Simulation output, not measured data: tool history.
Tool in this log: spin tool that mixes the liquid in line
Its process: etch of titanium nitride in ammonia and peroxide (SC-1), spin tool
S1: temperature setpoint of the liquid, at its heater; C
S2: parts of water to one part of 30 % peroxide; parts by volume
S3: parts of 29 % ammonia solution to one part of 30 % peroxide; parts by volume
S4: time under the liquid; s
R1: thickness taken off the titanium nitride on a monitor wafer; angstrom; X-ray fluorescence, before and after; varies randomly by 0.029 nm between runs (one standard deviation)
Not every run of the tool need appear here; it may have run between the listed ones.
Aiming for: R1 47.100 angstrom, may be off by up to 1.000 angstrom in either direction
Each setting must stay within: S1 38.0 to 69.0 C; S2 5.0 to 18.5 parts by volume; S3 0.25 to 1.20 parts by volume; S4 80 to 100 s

run    day    S1    S2    S3   S4      R1
  1  0.000  53.0  10.5  0.95  100  51.814
  2  0.121  53.0  10.5  1.20  100  53.774
  3  0.200  53.0  10.5  1.20  100  53.967
  4  0.346  52.5  10.5  1.20  100  52.412
  5  0.488  56.5  10.5  1.20  100  68.477
  6  0.733  56.5  10.5  1.20  100  68.364
  7  0.950  55.5  10.5  1.20  100  63.455
  8  1.225  50.5  10.5  1.20  100  44.922

4 candidate next runs follow, results not yet known. Just one meets every target within its allowed miss. Identify it.
  A  1.500  51.0  10.0  1.15   90   ?
  B  1.500  52.5  14.5  1.15  100   ?
  C  1.500  51.5   9.0  1.20   90   ?
  D  1.500  52.0   8.0  0.95   80   ?

move      R1
   A  42.580
   B  43.427
   C  46.680
   D  44.004
A: moves away from the targets compared with the last run
B: moves away from the targets compared with the last run
C: each result inside its tolerance
D: moves away from the targets compared with the last run
Answer: C

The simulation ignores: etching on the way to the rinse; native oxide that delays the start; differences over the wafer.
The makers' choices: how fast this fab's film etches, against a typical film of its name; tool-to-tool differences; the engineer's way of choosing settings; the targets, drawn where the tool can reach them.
